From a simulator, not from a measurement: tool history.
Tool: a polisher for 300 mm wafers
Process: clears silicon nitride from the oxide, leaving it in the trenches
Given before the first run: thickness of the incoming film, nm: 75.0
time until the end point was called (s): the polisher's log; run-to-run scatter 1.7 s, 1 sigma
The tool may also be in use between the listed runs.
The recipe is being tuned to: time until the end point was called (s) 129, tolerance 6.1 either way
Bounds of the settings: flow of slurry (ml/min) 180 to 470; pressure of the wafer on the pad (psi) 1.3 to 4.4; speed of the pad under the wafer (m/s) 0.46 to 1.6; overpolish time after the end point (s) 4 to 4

run	hour	flow of slurry (ml/min)	pressure of the wafer on the pad (psi)	speed of the pad under the wafer (m/s)	overpolish time after the end point (s)	time until the end point was called (s)
1	0	300	2.8	1.02	4	69.395
2	1.4	345	2.8	1.02	4	66.472
3	2.2	340	2.6	1	4	72.326
4	5.4	340	2.1	1	4	89.783
5	8.7	340	2.1	1.16	4	78.028
6	12.5	340	2.1	1.16	4	79.214
7	15.3	335	2	1.14	4	84.577
8	20.7	330	1.3	0.94	4	141.05
9	23.2	335	1.3	0.94	4	140.83

Exactly one of the 5 candidate moves below puts every result within its allowed miss. Which one?
A	25.7	300	1.3	1.06	4	?
B	25.7	285	1.3	0.86	4	?
C	25.7	325	1.4	0.74	4	?
D	25.7	365	1.3	0.82	4	?
E	25.7	375	1.3	0.96	4	?

move	time until the end point was called (s)
A	128.87
B	151.84
C	157.41
D	154.28
E	136.81
A: meets every target
B: lands further from the targets than the last run did
C: lands further from the targets than the last run did
D: lands further from the targets than the last run did
E: moves toward the targets from the last run without getting all of them in spec
The move that meets every target is A.
